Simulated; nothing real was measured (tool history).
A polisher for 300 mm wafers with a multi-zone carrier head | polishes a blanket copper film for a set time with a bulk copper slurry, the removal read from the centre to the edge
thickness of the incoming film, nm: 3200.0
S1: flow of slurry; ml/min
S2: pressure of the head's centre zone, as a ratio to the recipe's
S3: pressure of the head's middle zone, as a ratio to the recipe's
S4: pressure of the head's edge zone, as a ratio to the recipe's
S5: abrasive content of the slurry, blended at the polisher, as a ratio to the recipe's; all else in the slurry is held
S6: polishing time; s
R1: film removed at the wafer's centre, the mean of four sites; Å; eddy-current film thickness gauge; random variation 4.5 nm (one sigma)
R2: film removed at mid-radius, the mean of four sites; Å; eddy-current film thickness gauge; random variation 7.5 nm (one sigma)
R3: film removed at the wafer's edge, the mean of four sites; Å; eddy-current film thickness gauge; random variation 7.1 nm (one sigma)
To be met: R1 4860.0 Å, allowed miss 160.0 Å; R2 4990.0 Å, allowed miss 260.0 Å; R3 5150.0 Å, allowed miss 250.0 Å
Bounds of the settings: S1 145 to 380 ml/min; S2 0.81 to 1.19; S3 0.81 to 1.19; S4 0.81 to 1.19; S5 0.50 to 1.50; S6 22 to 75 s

Run 1, day 0.000: S1 245 ml/min, S2 1.00, S3 1.00, S4 1.00, S5 1.00, S6 48 s. Result: R1 3555.8 Å, R2 3465.9 Å, R3 3648.0 Å.
Run 2, day 0.362: S1 245 ml/min, S2 1.00, S3 1.00, S4 1.00, S5 1.00, S6 58 s. Result: R1 4267.2 Å, R2 4188.8 Å, R3 4304.5 Å.
Run 3, day 0.638: S1 250 ml/min, S2 1.00, S3 1.01, S4 1.03, S5 1.05, S6 58 s. Result: R1 4318.9 Å, R2 4335.3 Å, R3 4447.8 Å.
Run 4, day 0.729: S1 255 ml/min, S2 1.01, S3 1.02, S4 1.06, S5 1.10, S6 58 s. Result: R1 4455.9 Å, R2 4394.2 Å, R3 4549.1 Å.
Run 5, day 0.942: S1 255 ml/min, S2 1.01, S3 1.02, S4 1.06, S5 0.90, S6 58 s. Result: R1 4246.8 Å, R2 4360.6 Å, R3 4354.7 Å.
At day 1.246: worn pad replaced by a new one.
Run 6, day 1.246: S1 255 ml/min, S2 1.01, S3 1.07, S4 1.06, S5 0.90, S6 58 s. Result: R1 4659.4 Å, R2 4781.3 Å, R3 4611.4 Å.
Run 7, day 1.288: S1 255 ml/min, S2 1.01, S3 1.07, S4 1.08, S5 0.95, S6 58 s. Result: R1 4642.6 Å, R2 4740.8 Å, R3 4724.8 Å.
Run 8, day 1.550: S1 255 ml/min, S2 1.01, S3 1.08, S4 1.10, S5 0.95, S6 58 s. Result: R1 4669.0 Å, R2 4912.4 Å, R3 4791.5 Å.

Which of these 4 next moves meets every target?
Run A, day 1.812: S1 215 ml/min, S2 0.93, S3 1.05, S4 1.14, S5 0.90, S6 62 s. Result: R1 ?, R2 ?, R3 ?.
Run B, day 1.812: S1 270 ml/min, S2 1.01, S3 1.14, S4 1.03, S5 0.90, S6 57 s. Result: R1 ?, R2 ?, R3 ?.
Run C, day 1.812: S1 270 ml/min, S2 1.19, S3 1.16, S4 0.98, S5 0.95, S6 56 s. Result: R1 ?, R2 ?, R3 ?.
Run D, day 1.812: S1 145 ml/min, S2 1.00, S3 1.04, S4 1.09, S5 1.15, S6 62 s. Result: R1 ?, R2 ?, R3 ?.

move      R1      R2      R3
   A  4471.7  4938.3  5057.4
   B  4560.8  4957.7  4500.6
   C  5338.1  4988.3  4370.5
   D  4849.5  4955.4  5059.9
A: brings the result that was furthest off to its target, and leaves another outside
B: further off than the last run
C: further off than the last run
D: meets every target
The right move is D.

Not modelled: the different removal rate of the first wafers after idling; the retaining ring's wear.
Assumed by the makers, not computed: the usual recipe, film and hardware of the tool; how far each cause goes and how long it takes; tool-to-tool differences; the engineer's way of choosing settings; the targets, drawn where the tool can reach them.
